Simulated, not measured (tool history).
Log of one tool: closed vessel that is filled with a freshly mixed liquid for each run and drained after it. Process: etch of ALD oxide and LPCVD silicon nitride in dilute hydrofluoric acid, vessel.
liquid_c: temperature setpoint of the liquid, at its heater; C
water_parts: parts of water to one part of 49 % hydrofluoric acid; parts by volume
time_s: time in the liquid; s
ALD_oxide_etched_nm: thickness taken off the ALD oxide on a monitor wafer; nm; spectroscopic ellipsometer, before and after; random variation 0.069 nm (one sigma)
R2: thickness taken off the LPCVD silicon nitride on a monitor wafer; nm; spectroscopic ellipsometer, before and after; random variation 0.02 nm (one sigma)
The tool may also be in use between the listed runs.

run 1 hour=0 | liquid_c=21 water_parts=105 time_s=135 | ALD_oxide_etched_nm=23.5 R2=0.4571
run 2 hour=3.7 | liquid_c=21 water_parts=105 time_s=180 | ALD_oxide_etched_nm=31.431 R2=0.68245
run 3 hour=10.8 | liquid_c=21 water_parts=105 time_s=220 | ALD_oxide_etched_nm=38.238 R2=0.92227
run 4 hour=13.7 | liquid_c=21 water_parts=120 time_s=220 | ALD_oxide_etched_nm=32.595 R2=0.65498
run 5 hour=16.7 | liquid_c=20.5 water_parts=140 time_s=210 | ALD_oxide_etched_nm=25.788 R2=0.63217
run 6 hour=23.7 | liquid_c=19.5 water_parts=155 time_s=195 | ALD_oxide_etched_nm=20.395 R2=0.45928
run 7 hour=30.2 | liquid_c=19 water_parts=165 time_s=180 | ALD_oxide_etched_nm=17.31 R2=0.41687
run 8 hour=36.5 | liquid_c=18.5 water_parts=170 time_s=170 | ALD_oxide_etched_nm=15.328 R2=0.33721
run 9 hour=45.2 | liquid_c=18 water_parts=175 time_s=165 | ALD_oxide_etched_nm=14.118 R2=0.30688

Forecast run 10:
run 10 hour=49.5 | liquid_c=18 water_parts=180 time_s=160 | ALD_oxide_etched_nm=? R2=?

{"run 10": {"ALD_oxide_etched_nm": 13.342, "R2": 0.32288}}
